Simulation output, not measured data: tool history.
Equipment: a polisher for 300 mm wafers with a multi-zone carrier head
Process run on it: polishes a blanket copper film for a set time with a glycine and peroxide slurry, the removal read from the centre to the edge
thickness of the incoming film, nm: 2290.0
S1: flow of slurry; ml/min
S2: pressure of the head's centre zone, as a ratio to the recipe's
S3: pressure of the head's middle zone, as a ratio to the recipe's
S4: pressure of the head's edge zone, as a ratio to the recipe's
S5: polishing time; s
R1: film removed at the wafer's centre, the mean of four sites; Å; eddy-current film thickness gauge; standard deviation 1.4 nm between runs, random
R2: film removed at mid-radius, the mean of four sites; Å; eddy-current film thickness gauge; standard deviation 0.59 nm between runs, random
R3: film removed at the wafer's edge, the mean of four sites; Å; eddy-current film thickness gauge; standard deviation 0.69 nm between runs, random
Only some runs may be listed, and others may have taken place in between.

| run | hour | S1 | S2 | S3 | S4 | S5 | R1 | R2 | R3 |
|---|---|---|---|---|---|---|---|---|---|
| 1 | 0.0 | 300 | 1.00 | 1.00 | 1.00 | 32 | 1314.90 | 1249.90 | 1298.0 |
| 2 | 4.2 | 300 | 0.92 | 1.00 | 1.00 | 32 | 1172.50 | 1250.70 | 1302.3 |
| 3 | 7.6 | 300 | 0.92 | 0.99 | 0.98 | 31 | 1123.00 | 1197.80 | 1249.2 |
| 4 | 8.7 | 300 | 0.92 | 0.99 | 0.98 | 28 | 1019.70 | 1066.90 | 1133.2 |
| 5 | 9.5 | 300 | 0.92 | 0.94 | 0.98 | 28 | 1025.30 | 1033.30 | 1132.7 |
| 6 | 10.0 | 300 | 0.92 | 0.94 | 0.96 | 28 | 1012.50 | 1026.80 | 1106.5 |
| 7 | 17.8 | 295 | 0.92 | 0.93 | 0.94 | 28 | 1013.30 | 1029.30 | 1126.1 |
| 8 | 23.0 | 300 | 0.93 | 0.94 | 0.94 | 27 | 990.77 | 990.08 | 1057.5 |
| 9 | 31.2 | 300 | 0.93 | 0.94 | 0.93 | 27 | 1020.30 | 993.13 | 1054.9 |
| 10 | 32.3 | 300 | 0.92 | 0.94 | 0.92 | 27 | 968.25 | 983.80 | 1064.7 |
| 11 | 39.8 | 300 | 0.93 | 0.95 | 0.91 | 27 | 1003.90 | 1000.50 | 1054.2 |

Run 12, settings as shown, results not yet in. Your forecast:
| 12 | 46.0 | 270 | 0.91 | 0.92 | 0.81 | 24 | ? | ? | ? |

R1: 876.75 Å
R2: 866.86 Å
R3: 889.5 Å
